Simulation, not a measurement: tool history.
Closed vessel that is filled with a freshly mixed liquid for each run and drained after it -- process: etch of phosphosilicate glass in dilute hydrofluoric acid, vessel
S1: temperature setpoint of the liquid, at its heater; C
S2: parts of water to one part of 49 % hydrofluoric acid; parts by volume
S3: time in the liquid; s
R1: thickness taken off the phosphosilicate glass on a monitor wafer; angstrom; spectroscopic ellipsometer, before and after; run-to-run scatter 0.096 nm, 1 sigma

run	hour	S1	S2	S3	R1
1	0.0	21.0	145	30	193.60
2	1.3	21.0	175	30	155.39
3	6.2	22.0	170	30	166.69
4	14.8	22.0	170	30	166.26
5	16.3	22.5	165	30	176.10
6	20.6	23.0	165	30	180.18
# hour 28.2: thermometer replaced
7	28.2	23.5	165	30	172.39
8	36.7	23.5	160	30	178.53

The next listed run, before its measurement:
9	39.0	23.5	160	30	?

R1: 178.15 angstrom

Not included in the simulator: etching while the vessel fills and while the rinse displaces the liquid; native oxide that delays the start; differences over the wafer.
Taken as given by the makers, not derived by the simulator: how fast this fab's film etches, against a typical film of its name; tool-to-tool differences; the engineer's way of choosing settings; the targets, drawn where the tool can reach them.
